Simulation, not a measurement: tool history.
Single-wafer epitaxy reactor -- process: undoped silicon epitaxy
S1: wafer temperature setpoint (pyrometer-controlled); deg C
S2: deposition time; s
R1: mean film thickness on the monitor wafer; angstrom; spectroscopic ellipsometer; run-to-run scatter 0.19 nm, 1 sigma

Run 1, hour 0.0: S1 645 deg C, S2 400 s. Result: R1 552.73 angstrom.
Run 2, hour 4.6: S1 640 deg C, S2 399 s. Result: R1 484.01 angstrom.
Run 3, hour 11.1: S1 637 deg C, S2 399 s. Result: R1 450.08 angstrom.
Run 4, hour 14.8: S1 637 deg C, S2 433 s. Result: R1 485.21 angstrom.
Run 5, hour 20.3: S1 643 deg C, S2 433 s. Result: R1 572.72 angstrom.
Run 6, hour 24.8: S1 643 deg C, S2 476 s. Result: R1 623.02 angstrom.
Run 7, hour 33.1: S1 631 deg C, S2 412 s. Result: R1 395.92 angstrom.

The next listed run, before its measurement:
Run 8, hour 39.0: S1 629 deg C, S2 412 s. Result: R1 ?.

R1: 378.80 angstrom
